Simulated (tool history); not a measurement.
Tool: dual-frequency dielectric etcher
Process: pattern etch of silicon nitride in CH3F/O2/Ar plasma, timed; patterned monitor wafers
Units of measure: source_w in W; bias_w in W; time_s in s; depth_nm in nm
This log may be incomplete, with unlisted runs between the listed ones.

| run | hour | source_w | bias_w | time_s | depth_nm |
|---|---|---|---|---|---|
| 1 | 0.0 | 540 | 69 | 39.5 | 31.832 |
| 2 | 8.3 | 500 | 65 | 39.0 | 29.878 |
| 3 | 9.4 | 600 | 65 | 39.0 | 32.202 |
| 4 | 14.1 | 600 | 60 | 39.0 | 31.067 |
| 5 | 18.6 | 550 | 58 | 39.0 | 29.574 |
| 6 | 21.7 | 510 | 57 | 39.0 | 29.210 |

Expected results for the next run?
| 7 | 30.7 | 480 | 54 | 38.5 | ? |

{"run 7": {"depth_nm": 27.425}}
